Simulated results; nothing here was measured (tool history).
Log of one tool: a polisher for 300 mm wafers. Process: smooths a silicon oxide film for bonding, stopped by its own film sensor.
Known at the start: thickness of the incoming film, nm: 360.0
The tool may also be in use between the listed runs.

| run | hour | flow of slurry (ml/min) | pressure of the wafer on the pad (kPa) | speed of the pad under the wafer (m/s) | abrasive content of the slurry | target thickness at which the film sensor stops the polish (Å) | time until the film sensor stopped the polish (s) |
|---|---|---|---|---|---|---|---|
| 1 | 0 | 290 | 17.2 | 1.16 | 1 | 2940 | 49.505 |
| 2 | 7.3 | 290 | 17.2 | 1.16 | 1 | 2910 | 52.042 |
| 3 | 15.7 | 290 | 17.2 | 1.4 | 1 | 2910 | 45.054 |
| 4 | 20.8 | 290 | 17.2 | 1.4 | 1.15 | 2910 | 43.881 |
| 5 | 28.8 | 290 | 17.2 | 1.4 | 1.3 | 2910 | 40.583 |
| 6 | 35.1 | 290 | 14.5 | 1.34 | 1.3 | 2910 | 49.625 |
| 7 | 37.2 | 290 | 12.4 | 1.3 | 1.3 | 2910 | 59.387 |
| 8 | 38.2 | 290 | 11 | 1.3 | 1.3 | 2910 | 64.987 |
| 9 | 45.7 | 290 | 10.3 | 1.3 | 1.3 | 2910 | 68.842 |

Run 10 comes next. What will it give?
| 10 | 51.7 | 290 | 9.7 | 1.3 | 1.3 | 2910 | ? |

{"run 10": {"time until the film sensor stopped the polish (s)": 75.124}}

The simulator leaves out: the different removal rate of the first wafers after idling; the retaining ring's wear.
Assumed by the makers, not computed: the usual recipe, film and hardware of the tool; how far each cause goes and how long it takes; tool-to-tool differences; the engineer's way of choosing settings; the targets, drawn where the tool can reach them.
